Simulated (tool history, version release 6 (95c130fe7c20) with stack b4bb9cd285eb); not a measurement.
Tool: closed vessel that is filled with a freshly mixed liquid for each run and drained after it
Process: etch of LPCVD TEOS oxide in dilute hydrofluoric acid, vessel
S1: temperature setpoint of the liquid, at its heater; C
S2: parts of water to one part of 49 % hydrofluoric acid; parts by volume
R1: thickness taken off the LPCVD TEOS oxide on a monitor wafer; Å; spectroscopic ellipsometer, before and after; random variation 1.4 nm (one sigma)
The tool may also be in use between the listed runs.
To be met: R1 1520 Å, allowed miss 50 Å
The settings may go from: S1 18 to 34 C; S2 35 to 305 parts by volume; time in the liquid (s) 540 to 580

Run 1, hour 0: S1 26 C, S2 170 parts by volume, time in the liquid (s) 540. Result: R1 677.24 Å.
Run 2, hour 4.8: S1 28 C, S2 150 parts by volume, time in the liquid (s) 540. Result: R1 846 Å.
Run 3, hour 10.9: S1 29.5 C, S2 135 parts by volume, time in the liquid (s) 540. Result: R1 994.12 Å.
Run 4, hour 14.3: S1 30.5 C, S2 125 parts by volume, time in the liquid (s) 540. Result: R1 1139.1 Å.
Run 5, hour 22.1: S1 31.5 C, S2 120 parts by volume, time in the liquid (s) 540. Result: R1 1260.7 Å.
Run 6, hour 27.3: S1 31.5 C, S2 120 parts by volume, time in the liquid (s) 580. Result: R1 1340.1 Å.
Run 7, hour 34.5: S1 32 C, S2 120 parts by volume, time in the liquid (s) 580. Result: R1 1362.2 Å.
Run 8, hour 42.5: S1 32.5 C, S2 120 parts by volume, time in the liquid (s) 580. Result: R1 1388.6 Å.

5 next moves are on the table. One of them brings every result within its allowed miss. Which?
Run A, hour 50.5: S1 32.5 C, S2 120 parts by volume, time in the liquid (s) 545. Result: R1 ?.
Run B, hour 50.5: S1 33.5 C, S2 135 parts by volume, time in the liquid (s) 555. Result: R1 ?.
Run C, hour 50.5: S1 30.5 C, S2 115 parts by volume, time in the liquid (s) 565. Result: R1 ?.
Run D, hour 50.5: S1 32.5 C, S2 115 parts by volume, time in the liquid (s) 540. Result: R1 ?.
Run E, hour 50.5: S1 33.5 C, S2 110 parts by volume, time in the liquid (s) 550. Result: R1 ?.

move      R1
   A  1297.8
   B  1192.1
   C  1313.4
   D  1351.3
   E  1503.1
A: further off than the last run
B: further off than the last run
C: further off than the last run
D: further off than the last run
E: meets every target
Move E is the one to make.
